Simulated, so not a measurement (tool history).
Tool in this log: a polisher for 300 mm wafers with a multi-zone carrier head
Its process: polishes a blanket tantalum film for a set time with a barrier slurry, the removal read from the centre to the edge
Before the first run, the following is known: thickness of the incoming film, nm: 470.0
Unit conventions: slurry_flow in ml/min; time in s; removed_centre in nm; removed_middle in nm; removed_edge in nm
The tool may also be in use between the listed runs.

run 1 hour=0 | slurry_flow=175 centre_zone=1 middle_zone=1 edge_zone=1 slurry_solids=1 time=45 | removed_centre=80.467 removed_middle=83.428 removed_edge=84.149
run 2 hour=2 | slurry_flow=170 centre_zone=0.99 middle_zone=0.98 edge_zone=0.98 slurry_solids=0.9 time=45 | removed_centre=77.331 removed_middle=80.277 removed_edge=78.792
run 3 hour=8.3 | slurry_flow=170 centre_zone=0.99 middle_zone=0.98 edge_zone=1.03 slurry_solids=0.9 time=45 | removed_centre=79.15 removed_middle=77.779 removed_edge=79.845
run 4 hour=16.7 | slurry_flow=170 centre_zone=0.99 middle_zone=0.98 edge_zone=1.03 slurry_solids=0.9 time=50 | removed_centre=85.79 removed_middle=88.963 removed_edge=91.561
-- hour=18.2 worn pad replaced by a new one
run 5 hour=18.2 | slurry_flow=170 centre_zone=0.99 middle_zone=0.98 edge_zone=1.07 slurry_solids=0.9 time=50 | removed_centre=93.24 removed_middle=94.47 removed_edge=97.312
run 6 hour=27.1 | slurry_flow=170 centre_zone=0.91 middle_zone=0.98 edge_zone=1.07 slurry_solids=0.9 time=50 | removed_centre=86.744 removed_middle=94.011 removed_edge=98.87
run 7 hour=32.1 | slurry_flow=155 centre_zone=0.91 middle_zone=0.91 edge_zone=0.97 slurry_solids=0.65 time=40 | removed_centre=56.505 removed_middle=60.236 removed_edge=62.326
run 8 hour=35 | slurry_flow=160 centre_zone=0.92 middle_zone=0.91 edge_zone=0.98 slurry_solids=0.65 time=40 | removed_centre=57.328 removed_middle=60.703 removed_edge=63.36
run 9 hour=39.4 | slurry_flow=165 centre_zone=0.93 middle_zone=0.91 edge_zone=0.99 slurry_solids=0.65 time=40 | removed_centre=59.391 removed_middle=61.205 removed_edge=64.487
run 10 hour=45.9 | slurry_flow=165 centre_zone=0.93 middle_zone=0.91 edge_zone=0.99 slurry_solids=0.65 time=40 | removed_centre=60.822 removed_middle=59.914 removed_edge=63.458

Expected results for the next run?
run 11 hour=49.8 | slurry_flow=170 centre_zone=0.92 middle_zone=0.92 edge_zone=1 slurry_solids=0.65 time=40 | removed_centre=? removed_middle=? removed_edge=?

removed_centre: 57.771 nm
removed_middle: 62.027 nm
removed_edge: 64.026 nm
